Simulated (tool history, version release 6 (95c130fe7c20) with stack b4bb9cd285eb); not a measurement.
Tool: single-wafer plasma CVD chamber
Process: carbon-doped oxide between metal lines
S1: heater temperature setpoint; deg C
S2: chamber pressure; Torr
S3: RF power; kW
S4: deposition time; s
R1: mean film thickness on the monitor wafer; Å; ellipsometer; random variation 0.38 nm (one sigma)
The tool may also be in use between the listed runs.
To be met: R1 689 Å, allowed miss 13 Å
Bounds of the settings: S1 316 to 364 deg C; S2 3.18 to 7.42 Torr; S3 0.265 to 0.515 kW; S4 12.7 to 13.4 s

Run 1, day 0: S1 340 deg C, S2 5.3 Torr, S3 0.39 kW, S4 13.4 s. Result: R1 594.75 Å.
Run 2, day 0.304: S1 340 deg C, S2 5.3 Torr, S3 0.345 kW, S4 13.4 s. Result: R1 523.92 Å.
Run 3, day 0.346: S1 338 deg C, S2 5.53 Torr, S3 0.36 kW, S4 13.4 s. Result: R1 555.32 Å.
Run 4, day 0.483: S1 345 deg C, S2 5.53 Torr, S3 0.36 kW, S4 13.4 s. Result: R1 541.85 Å.
Run 5, day 0.55: S1 342 deg C, S2 5.79 Torr, S3 0.37 kW, S4 13.4 s. Result: R1 559.3 Å.
Run 6, day 0.767: S1 342 deg C, S2 5.79 Torr, S3 0.335 kW, S4 13.4 s. Result: R1 507.22 Å.
Run 7, day 0.917: S1 339 deg C, S2 5.8 Torr, S3 0.35 kW, S4 13.4 s. Result: R1 540.44 Å.
Run 8, day 1.154: S1 336 deg C, S2 5.92 Torr, S3 0.36 kW, S4 13.4 s. Result: R1 561.45 Å.
Run 9, day 1.233: S1 333 deg C, S2 5.99 Torr, S3 0.37 kW, S4 13.4 s. Result: R1 578.31 Å.
Run 10, day 1.379: S1 331 deg C, S2 6.03 Torr, S3 0.38 kW, S4 13.4 s. Result: R1 604.95 Å.
Run 11, day 1.454: S1 329 deg C, S2 6.08 Torr, S3 0.385 kW, S4 13.4 s. Result: R1 622.76 Å.
Run 12, day 1.746: S1 327 deg C, S2 6.12 Torr, S3 0.39 kW, S4 13.4 s. Result: R1 632.37 Å.
Run 13, day 2.038: S1 326 deg C, S2 6.16 Torr, S3 0.395 kW, S4 13.4 s. Result: R1 640.85 Å.
Run 14, day 2.158: S1 325 deg C, S2 6.2 Torr, S3 0.4 kW, S4 13.4 s. Result: R1 652.9 Å.
Run 15, day 2.342: S1 324 deg C, S2 6.23 Torr, S3 0.4 kW, S4 13.4 s. Result: R1 650.54 Å.
Run 16, day 2.579: S1 323 deg C, S2 6.27 Torr, S3 0.405 kW, S4 13.4 s. Result: R1 659.94 Å.
Run 17, day 2.729: S1 323 deg C, S2 6.27 Torr, S3 0.405 kW, S4 13.4 s. Result: R1 669.7 Å.
Run 18, day 2.792: S1 322 deg C, S2 6.3 Torr, S3 0.405 kW, S4 13.4 s. Result: R1 665.55 Å.
Run 19, day 2.879: S1 321 deg C, S2 6.33 Torr, S3 0.405 kW, S4 13.4 s. Result: R1 677.57 Å.

4 next moves are on the table. One of them brings every result within its allowed miss. Which?
Run A, day 2.967: S1 323 deg C, S2 6.75 Torr, S3 0.415 kW, S4 13.4 s. Result: R1 ?.
Run B, day 2.967: S1 321 deg C, S2 6.21 Torr, S3 0.41 kW, S4 13 s. Result: R1 ?.
Run C, day 2.967: S1 324 deg C, S2 6.37 Torr, S3 0.405 kW, S4 13.4 s. Result: R1 ?.
Run D, day 2.967: S1 316 deg C, S2 6.23 Torr, S3 0.405 kW, S4 13.1 s. Result: R1 ?.

move      R1
   A  680.53
   B  653.36
   C  659.58
   D  664.74
A: meets every target
B: further off than the last run
C: further off than the last run
D: further off than the last run
Move A is the one to make.
